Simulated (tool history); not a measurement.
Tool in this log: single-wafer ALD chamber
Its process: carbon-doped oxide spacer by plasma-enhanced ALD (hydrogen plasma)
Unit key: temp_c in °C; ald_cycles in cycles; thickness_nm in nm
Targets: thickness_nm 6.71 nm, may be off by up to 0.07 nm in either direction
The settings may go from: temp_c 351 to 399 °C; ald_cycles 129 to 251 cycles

run    day  temp_c  ald_cycles  thickness_nm
  1      0     375         190        8.9186
  2  0.192     375         171        8.0513
  3  0.404     375         159        7.4591
  4  0.583     375         153        7.1924
  5  0.871     375         149        6.9378
  6  0.958     383         149        6.9698
  7  1.154     383         140        6.5608
  8  1.329     382         141        6.5861

Pick the move, out of 4, that brings all results within their allowed miss; only one does.
  A  1.504     390         143             ?
  B  1.504     373         146             ?
  C  1.504     389         147             ?
  D  1.504     379         140             ?

move  thickness_nm
   A        6.6633
   B         6.803
   C        6.8496
   D        6.5235
A: each result inside its tolerance
B: takes the result that was furthest off past its target
C: takes the result that was furthest off past its target
D: misses by more than the last run did
Move A is the one to make.
